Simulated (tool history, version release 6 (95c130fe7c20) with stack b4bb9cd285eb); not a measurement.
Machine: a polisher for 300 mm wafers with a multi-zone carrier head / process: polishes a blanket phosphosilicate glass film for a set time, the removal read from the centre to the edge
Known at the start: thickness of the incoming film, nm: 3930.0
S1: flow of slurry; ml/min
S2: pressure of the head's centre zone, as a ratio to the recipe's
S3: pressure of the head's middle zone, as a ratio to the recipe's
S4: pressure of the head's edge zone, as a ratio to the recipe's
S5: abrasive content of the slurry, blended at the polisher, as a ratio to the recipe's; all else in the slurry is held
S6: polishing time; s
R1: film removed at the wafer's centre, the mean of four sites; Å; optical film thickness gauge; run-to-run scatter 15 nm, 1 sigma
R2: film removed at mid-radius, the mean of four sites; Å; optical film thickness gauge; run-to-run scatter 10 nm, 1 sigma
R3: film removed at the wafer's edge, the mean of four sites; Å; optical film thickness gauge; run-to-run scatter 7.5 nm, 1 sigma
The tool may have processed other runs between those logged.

run	day	S1	S2	S3	S4	S5	S6	R1	R2	R3
1	0.000	235	1.00	1.00	1.00	1.00	41	6086.8	6207.3	6137.6
2	0.225	235	1.00	1.00	0.96	1.00	41	6040.1	6139.7	6044.7
3	0.512	235	1.02	0.94	1.02	1.15	43	7207.9	6809.6	7069.9
4	0.638	200	1.02	0.94	1.02	1.15	43	6954.3	6542.5	7054.7
5	0.962	155	1.02	0.94	1.02	1.15	43	6568.1	6291.3	6741.6
6	1.217	155	1.02	0.87	1.02	1.15	43	6691.3	5859.9	6754.7

Run 7, settings as shown, results not yet in. Your forecast:
7	1.392	180	1.04	0.86	1.07	1.25	44	?	?	?

{"run 7": {"R1": 7505.0, "R2": 6331.0, "R3": 7634.3}}

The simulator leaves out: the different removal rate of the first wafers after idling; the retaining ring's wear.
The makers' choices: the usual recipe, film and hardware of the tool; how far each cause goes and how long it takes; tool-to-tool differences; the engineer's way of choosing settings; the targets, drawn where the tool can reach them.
